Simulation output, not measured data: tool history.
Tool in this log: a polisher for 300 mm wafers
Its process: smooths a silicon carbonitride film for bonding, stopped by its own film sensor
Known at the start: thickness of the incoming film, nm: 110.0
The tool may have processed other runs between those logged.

run  hour  flow of slurry (ml/min)  pressure of the wafer on the pad (psi)  speed of the pad under the wafer (m/s)  abrasive content of the slurry  target thickness at which the film sensor stops the polish (angstrom)  time until the film sensor stopped the polish (s)
  1   0.0                      285                                     1.9                                    0.80                             1.0                                                                    730                                             231.33
  2   6.9                      285                                     1.5                                    0.80                             1.0                                                                    730                                             263.30
  3  14.8                      285                                     1.5                                    0.80                             1.0                                                                    720                                             278.12
  4  19.2                      285                                     1.7                                    0.84                             1.0                                                                    720                                             238.54
  5  20.4                      250                                     1.7                                    0.84                             1.0                                                                    720                                             245.73
  6  27.3                      250                                     1.9                                    0.86                             1.0                                                                    720                                             214.66
  7  30.2                      250                                     2.5                                    0.92                             1.0                                                                    720                                             163.29
  8  35.1                      250                                     2.5                                    0.92                             1.0                                                                    720                                             167.44
  9  41.8                      250                                     2.6                                    0.94                             1.0                                                                    720                                             155.69

Run 10 has not been measured yet. What should we expect?
     50.8  -- slurry nozzle cleaned
 10  50.8                      250                                     2.7                                    0.94                             1.0                                                                    720                                                  ?

Run 10 measured time until the film sensor stopped the polish (s) 144.32.
